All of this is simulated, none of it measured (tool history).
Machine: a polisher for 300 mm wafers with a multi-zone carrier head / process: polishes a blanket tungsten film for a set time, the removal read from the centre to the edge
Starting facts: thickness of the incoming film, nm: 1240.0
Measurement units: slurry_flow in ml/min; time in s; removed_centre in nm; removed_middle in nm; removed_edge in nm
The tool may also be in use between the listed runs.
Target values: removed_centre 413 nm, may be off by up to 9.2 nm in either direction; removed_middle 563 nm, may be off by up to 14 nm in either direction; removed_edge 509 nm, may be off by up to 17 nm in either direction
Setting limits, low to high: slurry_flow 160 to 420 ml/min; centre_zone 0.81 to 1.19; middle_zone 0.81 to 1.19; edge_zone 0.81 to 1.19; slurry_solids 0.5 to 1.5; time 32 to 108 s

run	hour	slurry_flow	centre_zone	middle_zone	edge_zone	slurry_solids	time	removed_centre	removed_middle	removed_edge
1	0	270	1	1	1	1	70	355.51	361.52	356.22
2	7.7	280	0.98	1.03	1.03	1.1	72	367.94	385.56	378.89
3	14.8	255	0.98	1.03	1.03	1.1	72	360.69	383.43	379.23
4	22.5	250	0.96	1.06	1.03	1.15	75	372.77	409.7	394.71
5	23.6	255	0.93	1.08	1.04	1.2	77	378.3	432.69	411
6	24.5	255	0.93	1.14	1.04	1.2	77	377.68	454.45	400.33
7	33	260	0.91	1.15	1.06	1.25	78	375.33	471.65	424.98
8	37.4	280	0.9	1.16	1.07	1.3	79	382.97	490.09	437.02
9	38.4	295	0.9	1.17	1.08	1.35	80	397.82	504.69	447.99
10	45.5	300	0.89	1.17	1.09	1.4	81	403.6	516.53	463.08
11	53.6	305	0.88	1.17	1.1	1.4	82	401.61	521.15	471.62
12	55.5	310	0.87	1.17	1.1	1.4	83	402.65	524.54	480.35
13	61.7	310	0.86	1.17	1.1	1.4	84	403.88	546.97	484.46
14	66.2	315	0.86	1.17	1.11	1.4	84	405.73	543	480.51
15	69	310	0.86	1.17	1.12	1.4	84	407.25	544.24	491.8
16	72	310	0.86	1.17	1.13	1.4	84	405.49	538.61	495.56
17	78.2	315	0.86	1.17	1.13	1.4	84	402.93	541.11	499.21
18	81.4	320	0.86	1.17	1.13	1.4	84	401	541.64	485.17
19	84.6	315	0.86	1.18	1.14	1.45	84	409.54	548.36	488.92

Which one of the following 5 next-run settings gets every result inside its allowed miss? There is exactly one.
A	87.8	290	0.85	1.17	1.09	1.05	94	?	?	?
B	87.8	255	0.84	1.15	1.19	1.5	89	?	?	?
C	87.8	360	0.82	1.19	1.19	1.5	83	?	?	?
D	87.8	285	0.81	1.19	1.16	1.25	89	?	?	?
E	87.8	310	0.87	1.1	0.94	1.3	88	?	?	?

move	removed_centre	removed_middle	removed_edge
A	414.86	556.66	506.19
B	414.62	555.62	537.62
C	392.83	553.41	515.14
D	388.67	555.7	513.4
E	420.7	522.85	467.69
A: all results in spec
B: takes the result that was furthest off past its target
C: the furthest-off result lands on target, but another misses its tolerance
D: the furthest-off result lands on target, but another misses its tolerance
E: its largest miss is bigger than the last run's
So the answer is move A, the one that meets all the targets.
